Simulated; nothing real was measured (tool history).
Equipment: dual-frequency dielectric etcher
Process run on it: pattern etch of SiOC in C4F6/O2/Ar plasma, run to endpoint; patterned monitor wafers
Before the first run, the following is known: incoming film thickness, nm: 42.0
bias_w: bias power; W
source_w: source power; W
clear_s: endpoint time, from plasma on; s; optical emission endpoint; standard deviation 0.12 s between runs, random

{"run": 1, "hour": 0.0, "bias_w": 345, "source_w": 380, "clear_s": 15.785}
{"run": 2, "hour": 2.3, "bias_w": 322, "source_w": 360, "clear_s": 16.376}
{"run": 3, "hour": 8.1, "bias_w": 303, "source_w": 340, "clear_s": 17.17}
{"run": 4, "hour": 9.0, "bias_w": 303, "source_w": 390, "clear_s": 16.105}
{"run": 5, "hour": 11.6, "bias_w": 288, "source_w": 370, "clear_s": 16.602}
{"run": 6, "hour": 17.4, "bias_w": 310, "source_w": 370, "clear_s": 16.313}
{"run": 7, "hour": 18.9, "bias_w": 295, "source_w": 350, "clear_s": 16.988}

Forecast run 8:
{"run": 8, "hour": 23.7, "bias_w": 282, "source_w": 330, "clear_s": "?"}

clear_s: 17.956 s
